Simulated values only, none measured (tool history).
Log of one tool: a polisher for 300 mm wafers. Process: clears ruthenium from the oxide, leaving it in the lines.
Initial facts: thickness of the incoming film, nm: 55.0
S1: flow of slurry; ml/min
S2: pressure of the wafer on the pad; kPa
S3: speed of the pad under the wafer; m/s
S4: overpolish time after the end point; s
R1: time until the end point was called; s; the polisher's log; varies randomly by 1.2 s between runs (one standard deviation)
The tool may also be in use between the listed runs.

run  hour   S1    S2    S3  S4      R1
  1   0.0  135  12.4  0.76   8  63.668
  2   3.8  135  12.4  0.76   7  63.944
  3   7.8  150  12.4  0.76   7  65.341
  4  13.3  150  12.4  0.76   7  63.282
  5  20.7  150  12.4  0.68   7  69.628
  6  26.9  150  12.4  0.82   7  59.643

What does the tool deliver on the next run?
  7  32.0  150  12.4  0.82   7   ?

R1: 58.215 s

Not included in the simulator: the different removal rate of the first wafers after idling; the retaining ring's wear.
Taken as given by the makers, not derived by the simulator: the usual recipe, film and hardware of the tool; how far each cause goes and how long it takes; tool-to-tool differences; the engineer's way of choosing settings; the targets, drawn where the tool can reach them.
